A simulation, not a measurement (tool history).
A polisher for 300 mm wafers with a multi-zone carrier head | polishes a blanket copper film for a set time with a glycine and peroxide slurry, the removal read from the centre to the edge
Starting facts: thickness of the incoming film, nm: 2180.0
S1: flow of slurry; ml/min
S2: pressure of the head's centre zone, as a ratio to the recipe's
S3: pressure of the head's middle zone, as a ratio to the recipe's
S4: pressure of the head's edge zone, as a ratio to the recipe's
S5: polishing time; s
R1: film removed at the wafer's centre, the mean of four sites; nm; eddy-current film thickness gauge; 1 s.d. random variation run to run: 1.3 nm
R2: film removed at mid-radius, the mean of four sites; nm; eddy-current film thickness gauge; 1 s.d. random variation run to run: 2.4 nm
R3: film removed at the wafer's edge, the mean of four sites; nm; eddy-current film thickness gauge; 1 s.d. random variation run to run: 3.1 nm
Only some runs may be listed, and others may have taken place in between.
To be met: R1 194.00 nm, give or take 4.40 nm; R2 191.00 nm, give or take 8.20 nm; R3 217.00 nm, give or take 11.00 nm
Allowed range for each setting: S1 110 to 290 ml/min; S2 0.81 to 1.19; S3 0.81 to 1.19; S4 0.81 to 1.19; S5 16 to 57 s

run  hour   S1    S2    S3    S4  S5      R1      R2      R3
  1   0.0  185  1.00  1.00  1.00  36  172.37  170.14  174.43
  2   5.0  190  1.00  1.00  1.02  36  172.44  172.98  174.47
  3  12.8  190  1.00  1.00  1.02  28  134.53  136.21  135.94
  4  15.0  185  1.00  1.00  1.04  30  144.45  144.71  149.56
  5  22.9  180  1.01  1.01  1.06  31  148.30  146.21  153.15
  6  25.2  160  1.01  1.01  1.06  31  146.55  142.78  150.75
  7  29.3  170  1.01  1.01  1.08  32  151.55  153.81  157.41
  8  34.2  170  1.01  0.99  1.09  33  157.27  158.13  162.92
  9  41.5  165  1.01  0.97  1.10  34  161.62  155.61  166.27
 10  49.7  165  1.01  0.97  1.10  34  161.15  159.02  170.63
 11  56.4  170  1.01  0.96  1.11  35  166.03  158.86  175.60
 12  64.3  175  1.01  0.96  1.12  36  170.47  164.50  182.17
 13  71.1  180  1.01  0.96  1.13  36  174.62  168.48  187.72

Exercise: of the 5 proposed moves below, exactly one satisfies all targets within the stated allowed misses. Which move is it?
  A  77.9  185  0.97  0.98  1.05  40   ?   ?   ?
  B  77.9  215  1.11  0.93  1.08  38   ?   ?   ?
  C  77.9  220  0.97  0.92  1.15  41   ?   ?   ?
  D  77.9  140  0.99  1.07  1.15  43   ?   ?   ?
  E  77.9  165  1.05  1.19  1.09  38   ?   ?   ?

move      R1      R2      R3
   A  185.08  189.50  202.77
   B  205.22  176.48  197.93
   C  193.83  189.61  220.93
   D  195.38  209.22  222.30
   E  187.74  203.87  193.83
A: gains on the last run, yet a result remains outside its allowed miss
B: takes the biggest miss from the last run beyond its target
C: all results in spec
D: meets the target for the result that was furthest off, but another lies outside its allowed miss
E: gains on the last run, yet a result remains outside its allowed miss
Move C is the one to make.

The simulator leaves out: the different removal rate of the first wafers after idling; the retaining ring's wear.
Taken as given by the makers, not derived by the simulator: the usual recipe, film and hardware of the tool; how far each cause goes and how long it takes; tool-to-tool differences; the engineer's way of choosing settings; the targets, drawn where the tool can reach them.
